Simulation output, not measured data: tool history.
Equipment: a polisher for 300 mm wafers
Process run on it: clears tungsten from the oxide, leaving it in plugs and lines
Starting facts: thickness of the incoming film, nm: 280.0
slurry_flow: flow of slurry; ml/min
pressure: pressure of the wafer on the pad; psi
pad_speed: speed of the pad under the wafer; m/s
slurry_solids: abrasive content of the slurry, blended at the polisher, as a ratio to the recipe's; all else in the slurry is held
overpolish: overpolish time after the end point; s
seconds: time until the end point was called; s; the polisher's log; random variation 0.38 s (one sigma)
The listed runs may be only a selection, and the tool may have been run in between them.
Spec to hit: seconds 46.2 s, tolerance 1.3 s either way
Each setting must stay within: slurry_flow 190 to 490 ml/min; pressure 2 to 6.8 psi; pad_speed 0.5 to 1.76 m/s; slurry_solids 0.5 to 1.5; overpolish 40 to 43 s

run,hour,slurry_flow,pressure,pad_speed,slurry_solids,overpolish,seconds
1,0,315,4.4,1.12,1,40,54.769
2,0.9,315,4.4,1.12,0.9,40,56.767
3,7,315,4.6,1.12,0.9,40,53.984
4,10.4,275,4.6,1.12,0.9,40,54.941
5,17.1,285,4.8,1.12,0.9,40,52.125
6,23.5,330,4.8,1.12,0.9,40,51.841
7,30.6,330,4.9,1.12,0.9,40,49.781
8,37.4,340,5,1.12,0.9,40,49.968
9,41.9,340,5.1,1.12,0.9,40,48.002
10,45.9,340,5.2,1.12,0.9,40,47.827

Of the 4 settings listed for the next run, only one would bring every result within its allowed miss of target. Which one?
A,49.9,325,5.4,1.1,0.7,41,?
B,49.9,460,4.9,1.12,0.95,40,?
C,49.9,210,5.6,1.08,1,43,?
D,49.9,390,4.9,1.16,0.9,42,?

move,seconds
A,49.423
B,48.584
C,45.943
D,48.041
A: the biggest miss grows against the last run
B: the biggest miss grows against the last run
C: hits every target within its allowed miss
D: the biggest miss grows against the last run
Answer: C
